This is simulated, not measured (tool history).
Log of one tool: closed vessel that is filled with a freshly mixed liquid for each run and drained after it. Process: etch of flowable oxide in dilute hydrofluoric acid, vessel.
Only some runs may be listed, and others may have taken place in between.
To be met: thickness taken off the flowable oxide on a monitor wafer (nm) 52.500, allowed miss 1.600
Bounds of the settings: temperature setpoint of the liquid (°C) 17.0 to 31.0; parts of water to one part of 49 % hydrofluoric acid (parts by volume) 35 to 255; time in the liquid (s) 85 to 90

run    day  temperature setpoint of the liquid (°C)  parts of water to one part of 49 % hydrofluoric acid (parts by volume)  time in the liquid (s)  thickness taken off the flowable oxide on a monitor wafer (nm)
  1  0.000                                     23.0                                                                     145                      85                                                          33.461
  2  0.183                                     23.0                                                                     120                      85                                                          41.536
  3  0.333                                     21.5                                                                     120                      85                                                          39.105
  4  0.633                                     21.5                                                                     165                      85                                                          27.233
  5  0.954                                     18.5                                                                     165                      85                                                          23.943
  6  1.008                                     18.5                                                                     125                      85                                                          33.037
  7  1.229                                     22.0                                                                     125                      85                                                          37.980
  8  1.379                                     24.5                                                                     125                      85                                                          41.429
  9  1.550                                     26.5                                                                     125                      85                                                          44.723
 10  1.817                                     28.0                                                                     125                      85                                                          48.051
     2.004  -- hydrofluoric acid flow meter replaced
 11  2.004                                     28.5                                                                     125                      85                                                          44.186
 12  2.325                                     28.5                                                                     100                      85                                                          57.326
 13  2.438                                     27.5                                                                     100                      85                                                          55.465
 14  2.600                                     27.0                                                                     100                      85                                                          54.601
 15  2.729                                     27.0                                                                     100                      85                                                          54.799

Which of these 4 next moves meets every target?
  A  2.858                                     27.0                                                                     100                      90                                                               ?
  B  2.858                                     27.0                                                                      95                      85                                                               ?
  C  2.858                                     26.5                                                                      95                      85                                                               ?
  D  2.858                                     27.5                                                                     105                      85                                                               ?

move  thickness taken off the flowable oxide on a monitor wafer (nm)
   A                                                          57.702
   B                                                          57.745
   C                                                          56.636
   D                                                          52.558
A: its largest miss is bigger than the last run's
B: its largest miss is bigger than the last run's
C: its largest miss is bigger than the last run's
D: hits every target within its allowed miss
D is the move that brings every result within its allowed miss.

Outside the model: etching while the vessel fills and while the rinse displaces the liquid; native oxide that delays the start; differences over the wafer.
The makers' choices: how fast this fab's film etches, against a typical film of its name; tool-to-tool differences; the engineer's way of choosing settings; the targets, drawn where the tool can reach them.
